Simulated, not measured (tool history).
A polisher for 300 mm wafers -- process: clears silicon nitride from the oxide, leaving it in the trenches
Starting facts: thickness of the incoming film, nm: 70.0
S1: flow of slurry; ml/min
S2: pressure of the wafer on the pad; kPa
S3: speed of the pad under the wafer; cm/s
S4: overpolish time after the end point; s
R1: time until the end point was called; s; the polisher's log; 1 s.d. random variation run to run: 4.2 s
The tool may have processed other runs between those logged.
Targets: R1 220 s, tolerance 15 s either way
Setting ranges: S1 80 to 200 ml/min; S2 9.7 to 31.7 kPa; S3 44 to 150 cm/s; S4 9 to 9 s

{"run": 1, "hour": 0.0, "S1": 130, "S2": 20.7, "S3": 96, "S4": 9, "R1": 90.04}
{"run": 2, "hour": 2.2, "S1": 125, "S2": 17.9, "S3": 86, "S4": 9, "R1": 113.9}
{"run": 3, "hour": 6.9, "S1": 125, "S2": 17.9, "S3": 100, "S4": 9, "R1": 99.306}
{"run": 4, "hour": 13.0, "S1": 120, "S2": 15.9, "S3": 88, "S4": 9, "R1": 128.86}
{"run": 5, "hour": 21.3, "S1": 100, "S2": 15.9, "S3": 88, "S4": 9, "R1": 135.82}
{"run": 6, "hour": 29.1, "S1": 80, "S2": 15.9, "S3": 88, "S4": 9, "R1": 138.57}
{"run": 7, "hour": 30.4, "S1": 80, "S2": 14.5, "S3": 84, "S4": 9, "R1": 161.77}
{"run": 8, "hour": 31.2, "S1": 80, "S2": 13.1, "S3": 82, "S4": 9, "R1": 180.22}
{"run": 9, "hour": 39.0, "S1": 80, "S2": 12.4, "S3": 82, "S4": 9, "R1": 191.41}
{"run": 10, "hour": 42.4, "S1": 80, "S2": 11.7, "S3": 82, "S4": 9, "R1": 204.41}

Next run, 5 choices. One meets every target within its allowed miss, the rest don't. Which?
{"run": "A", "hour": 45.8, "S1": 105, "S2": 10.3, "S3": 92, "S4": 9, "R1": "?"}
{"run": "B", "hour": 45.8, "S1": 80, "S2": 10.3, "S3": 68, "S4": 9, "R1": "?"}
{"run": "C", "hour": 45.8, "S1": 80, "S2": 13.1, "S3": 60, "S4": 9, "R1": "?"}
{"run": "D", "hour": 45.8, "S1": 80, "S2": 12.4, "S3": 86, "S4": 9, "R1": "?"}
{"run": "E", "hour": 45.8, "S1": 120, "S2": 9.7, "S3": 82, "S4": 9, "R1": "?"}

move=A R1=192.86
move=B R1=277.56
move=C R1=250.03
move=D R1=186.31
move=E R1=223.22
A: moves away from the targets compared with the last run
B: takes the biggest miss from the last run beyond its target
C: takes the biggest miss from the last run beyond its target
D: moves away from the targets compared with the last run
E: every result lands within tolerance
The move that meets every target is E.
